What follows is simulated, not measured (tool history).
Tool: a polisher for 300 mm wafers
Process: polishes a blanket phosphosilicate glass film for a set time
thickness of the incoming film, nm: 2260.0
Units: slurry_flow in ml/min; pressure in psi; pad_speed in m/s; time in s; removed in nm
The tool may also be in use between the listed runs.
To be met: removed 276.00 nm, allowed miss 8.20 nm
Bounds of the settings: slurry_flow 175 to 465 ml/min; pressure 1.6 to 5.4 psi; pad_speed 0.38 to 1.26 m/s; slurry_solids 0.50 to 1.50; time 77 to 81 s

run    day  slurry_flow  pressure  pad_speed  slurry_solids  time  removed
  1  0.000          295       3.5       0.82           1.00    77   547.94
  2  0.158          295       3.2       0.80           1.00    77   496.79
  3  0.317          295       3.0       0.78           1.00    77   462.94
  4  0.667          295       3.0       0.70           1.00    77   426.19
  5  1.038          295       3.0       0.70           1.00    81   446.47
  6  1.258          295       2.8       0.68           1.00    81   412.27
  7  1.467          295       2.6       0.68           1.00    81   386.49
  8  1.750          295       2.5       0.68           1.00    81   379.50
  9  2.096          295       2.4       0.68           1.00    81   360.31
 10  2.333          295       2.3       0.68           1.00    81   348.58
 11  2.700          295       2.3       0.68           1.00    81   342.87
 12  2.812          295       2.3       0.68           1.00    81   344.52
 13  2.871          295       2.2       0.68           1.00    81   336.25
 14  2.958          290       1.6       0.64           1.00    81   238.08
 15  3.121          305       1.6       0.64           1.00    81   241.95

4 next moves are on the table. One of them brings every result within its allowed miss. Which?
  A  3.283          285       1.8       0.80           0.90    77        ?
  B  3.283          320       2.0       0.66           0.95    81        ?
  C  3.283          330       1.6       0.78           1.20    77        ?
  D  3.283          295       1.9       0.60           1.15    81        ?

move  removed
   A   273.02
   B   291.05
   C   295.88
   D   293.43
A: meets every target
B: takes the result that was furthest off past its target
C: takes the result that was furthest off past its target
D: takes the result that was furthest off past its target
The right move is A.
